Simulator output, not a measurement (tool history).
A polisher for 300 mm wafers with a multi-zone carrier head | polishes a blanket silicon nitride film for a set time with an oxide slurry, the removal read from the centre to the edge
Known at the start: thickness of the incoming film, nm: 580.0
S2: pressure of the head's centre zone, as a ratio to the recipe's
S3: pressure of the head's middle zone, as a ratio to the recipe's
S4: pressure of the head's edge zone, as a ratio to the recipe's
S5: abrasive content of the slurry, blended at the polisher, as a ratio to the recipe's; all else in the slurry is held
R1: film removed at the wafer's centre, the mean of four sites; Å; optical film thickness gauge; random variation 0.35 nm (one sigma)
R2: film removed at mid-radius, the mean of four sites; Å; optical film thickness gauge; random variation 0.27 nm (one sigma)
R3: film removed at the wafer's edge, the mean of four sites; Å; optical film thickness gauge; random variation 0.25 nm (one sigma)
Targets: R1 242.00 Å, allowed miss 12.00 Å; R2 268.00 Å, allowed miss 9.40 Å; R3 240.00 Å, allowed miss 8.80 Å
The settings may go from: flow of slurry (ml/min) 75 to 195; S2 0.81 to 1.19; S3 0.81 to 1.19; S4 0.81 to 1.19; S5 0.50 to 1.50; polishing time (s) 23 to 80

Run 1, hour 0.0: flow of slurry (ml/min) 125, S2 1.00, S3 1.00, S4 1.00, S5 1.00, polishing time (s) 51. Result: R1 332.81 Å, R2 331.80 Å, R3 331.32 Å.
Run 2, hour 5.3: flow of slurry (ml/min) 125, S2 1.08, S3 1.00, S4 1.00, S5 1.00, polishing time (s) 51. Result: R1 362.04 Å, R2 325.85 Å, R3 333.17 Å.
Run 3, hour 11.5: flow of slurry (ml/min) 125, S2 1.08, S3 1.00, S4 1.00, S5 0.80, polishing time (s) 51. Result: R1 315.79 Å, R2 291.36 Å, R3 291.43 Å.
Run 4, hour 17.7: flow of slurry (ml/min) 120, S2 1.06, S3 1.01, S4 0.97, S5 0.75, polishing time (s) 51. Result: R1 293.38 Å, R2 266.52 Å, R3 265.00 Å.
Run 5, hour 21.2: flow of slurry (ml/min) 115, S2 1.03, S3 1.03, S4 0.97, S5 0.75, polishing time (s) 51. Result: R1 286.61 Å, R2 273.96 Å, R3 266.37 Å.
Run 6, hour 23.4: flow of slurry (ml/min) 110, S2 1.00, S3 1.05, S4 0.96, S5 0.75, polishing time (s) 51. Result: R1 270.91 Å, R2 273.85 Å, R3 266.58 Å.
Run 7, hour 30.9: flow of slurry (ml/min) 110, S2 1.00, S3 1.05, S4 0.96, S5 0.75, polishing time (s) 51. Result: R1 262.49 Å, R2 271.17 Å, R3 265.54 Å.
Run 8, hour 32.4: flow of slurry (ml/min) 110, S2 1.00, S3 1.07, S4 0.93, S5 0.75, polishing time (s) 51. Result: R1 268.97 Å, R2 277.26 Å, R3 261.96 Å.

Which of these 4 next moves meets every target?
Run A, hour 33.9: flow of slurry (ml/min) 130, S2 1.05, S3 1.08, S4 0.87, S5 0.55, polishing time (s) 54. Result: R1 ?, R2 ?, R3 ?.
Run B, hour 33.9: flow of slurry (ml/min) 120, S2 1.00, S3 1.12, S4 0.93, S5 0.85, polishing time (s) 42. Result: R1 ?, R2 ?, R3 ?.
Run C, hour 33.9: flow of slurry (ml/min) 95, S2 1.00, S3 1.05, S4 0.92, S5 0.75, polishing time (s) 49. Result: R1 ?, R2 ?, R3 ?.
Run D, hour 33.9: flow of slurry (ml/min) 115, S2 1.19, S3 1.08, S4 0.92, S5 0.85, polishing time (s) 40. Result: R1 ?, R2 ?, R3 ?.

move      R1      R2      R3
   A  242.59  237.21  213.82
   B  249.50  265.02  238.53
   C  247.79  251.59  243.50
   D  279.60  241.82  224.69
A: takes the result that was furthest off past its target
B: meets every target
C: brings the result that was furthest off to its target, and leaves another outside
D: takes the result that was furthest off past its target
Move B is the one to make.
